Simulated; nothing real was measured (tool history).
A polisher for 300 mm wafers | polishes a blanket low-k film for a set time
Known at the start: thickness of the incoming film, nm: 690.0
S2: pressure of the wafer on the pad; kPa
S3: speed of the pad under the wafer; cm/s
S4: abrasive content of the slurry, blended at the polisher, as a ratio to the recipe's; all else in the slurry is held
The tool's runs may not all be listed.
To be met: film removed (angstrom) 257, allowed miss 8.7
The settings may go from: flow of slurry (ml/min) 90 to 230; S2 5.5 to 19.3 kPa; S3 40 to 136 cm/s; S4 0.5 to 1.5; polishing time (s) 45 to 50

run 1 hour=0 | flow_of_slurry_(ml/min)=150 S2=12.4 S3=88 S4=1 polishing_time_(s)=50 | film_removed_(angstrom)=187.89
run 2 hour=6.6 | flow_of_slurry_(ml/min)=135 S2=12.4 S3=88 S4=1 polishing_time_(s)=50 | film_removed_(angstrom)=188.6
run 3 hour=14.7 | flow_of_slurry_(ml/min)=135 S2=13.1 S3=88 S4=1 polishing_time_(s)=50 | film_removed_(angstrom)=196.81
run 4 hour=16.2 | flow_of_slurry_(ml/min)=135 S2=13.8 S3=88 S4=1 polishing_time_(s)=50 | film_removed_(angstrom)=207.03
run 5 hour=18.4 | flow_of_slurry_(ml/min)=135 S2=14.5 S3=88 S4=1 polishing_time_(s)=50 | film_removed_(angstrom)=220.02
run 6 hour=20 | flow_of_slurry_(ml/min)=135 S2=14.5 S3=88 S4=0.8 polishing_time_(s)=50 | film_removed_(angstrom)=192.38
run 7 hour=27.2 | flow_of_slurry_(ml/min)=135 S2=15.2 S3=88 S4=0.8 polishing_time_(s)=50 | film_removed_(angstrom)=198.6
run 8 hour=30.9 | flow_of_slurry_(ml/min)=135 S2=15.9 S3=88 S4=0.8 polishing_time_(s)=50 | film_removed_(angstrom)=206.97
run 9 hour=34.8 | flow_of_slurry_(ml/min)=135 S2=16.5 S3=88 S4=0.8 polishing_time_(s)=50 | film_removed_(angstrom)=219.29

Which of these 5 next moves meets every target?
run A hour=38.7 | flow_of_slurry_(ml/min)=130 S2=15.9 S3=90 S4=0.75 polishing_time_(s)=48 | film_removed_(angstrom)=?
run B hour=38.7 | flow_of_slurry_(ml/min)=140 S2=15.2 S3=88 S4=0.75 polishing_time_(s)=46 | film_removed_(angstrom)=?
run C hour=38.7 | flow_of_slurry_(ml/min)=165 S2=17.2 S3=94 S4=0.9 polishing_time_(s)=49 | film_removed_(angstrom)=?
run D hour=38.7 | flow_of_slurry_(ml/min)=195 S2=15.2 S3=80 S4=0.7 polishing_time_(s)=49 | film_removed_(angstrom)=?
run E hour=38.7 | flow_of_slurry_(ml/min)=130 S2=15.2 S3=96 S4=0.8 polishing_time_(s)=48 | film_removed_(angstrom)=?

move=A film_removed_(angstrom)=197.26
move=B film_removed_(angstrom)=180.37
move=C film_removed_(angstrom)=262.61
move=D film_removed_(angstrom)=179.67
move=E film_removed_(angstrom)=206.85
A: further off than the last run
B: further off than the last run
C: meets every target
D: further off than the last run
E: further off than the last run
Move C is the one to make.

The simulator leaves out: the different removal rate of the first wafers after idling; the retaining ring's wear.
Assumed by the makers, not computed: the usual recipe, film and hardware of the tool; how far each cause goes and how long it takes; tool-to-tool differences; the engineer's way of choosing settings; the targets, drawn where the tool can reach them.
